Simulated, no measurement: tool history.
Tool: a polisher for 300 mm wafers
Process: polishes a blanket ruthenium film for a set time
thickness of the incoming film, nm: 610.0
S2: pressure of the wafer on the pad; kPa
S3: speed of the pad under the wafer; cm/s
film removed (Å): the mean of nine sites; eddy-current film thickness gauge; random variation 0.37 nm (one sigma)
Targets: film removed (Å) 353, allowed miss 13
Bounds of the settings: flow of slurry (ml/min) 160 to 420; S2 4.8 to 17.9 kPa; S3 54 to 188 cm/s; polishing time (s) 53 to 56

{"run": 1, "hour": 0.0, "flow of slurry (ml/min)": 270, "S2": 11, "S3": 120, "polishing time (s)": 53, "film removed (Å)": 507.86}
{"run": 2, "hour": 3.0, "flow of slurry (ml/min)": 270, "S2": 9.7, "S3": 120, "polishing time (s)": 53, "film removed (Å)": 449.9}
{"run": 3, "hour": 8.7, "flow of slurry (ml/min)": 270, "S2": 12.4, "S3": 120, "polishing time (s)": 53, "film removed (Å)": 575.51}
{"run": 4, "hour": 9.5, "flow of slurry (ml/min)": 270, "S2": 11, "S3": 120, "polishing time (s)": 53, "film removed (Å)": 521.08}
{"run": 5, "hour": 16.4, "flow of slurry (ml/min)": 270, "S2": 11, "S3": 130, "polishing time (s)": 53, "film removed (Å)": 543.47}
{"run": 6, "hour": 17.5, "flow of slurry (ml/min)": 270, "S2": 11, "S3": 144, "polishing time (s)": 53, "film removed (Å)": 588.51}
{"run": 7, "hour": 25.1, "flow of slurry (ml/min)": 270, "S2": 9.7, "S3": 142, "polishing time (s)": 53, "film removed (Å)": 516.77}
{"run": 8, "hour": 28.7, "flow of slurry (ml/min)": 270, "S2": 8.3, "S3": 142, "polishing time (s)": 53, "film removed (Å)": 437.78}
{"run": 9, "hour": 33.9, "flow of slurry (ml/min)": 270, "S2": 8.3, "S3": 142, "polishing time (s)": 53, "film removed (Å)": 438.48}
{"run": 10, "hour": 42.6, "flow of slurry (ml/min)": 270, "S2": 7.6, "S3": 142, "polishing time (s)": 53, "film removed (Å)": 400.41}
{"hour": 44.9, "done": "worn pad replaced by a new one"}
{"run": 11, "hour": 44.9, "flow of slurry (ml/min)": 270, "S2": 6.9, "S3": 142, "polishing time (s)": 53, "film removed (Å)": 385.79}

Which of these 5 next moves meets every target?
{"run": "A", "hour": 47.2, "flow of slurry (ml/min)": 285, "S2": 7.6, "S3": 144, "polishing time (s)": 53, "film removed (Å)": "?"}
{"run": "B", "hour": 47.2, "flow of slurry (ml/min)": 245, "S2": 7.6, "S3": 132, "polishing time (s)": 53, "film removed (Å)": "?"}
{"run": "C", "hour": 47.2, "flow of slurry (ml/min)": 315, "S2": 6.9, "S3": 160, "polishing time (s)": 55, "film removed (Å)": "?"}
{"run": "D", "hour": 47.2, "flow of slurry (ml/min)": 345, "S2": 5.5, "S3": 156, "polishing time (s)": 54, "film removed (Å)": "?"}
{"run": "E", "hour": 47.2, "flow of slurry (ml/min)": 295, "S2": 6.9, "S3": 150, "polishing time (s)": 55, "film removed (Å)": "?"}

move=A film_removed_(Å)=435.85
move=B film_removed_(Å)=403.42
move=C film_removed_(Å)=450.88
move=D film_removed_(Å)=353.76
move=E film_removed_(Å)=427.03
A: further off than the last run
B: further off than the last run
C: further off than the last run
D: meets every target
E: further off than the last run
Answer: D
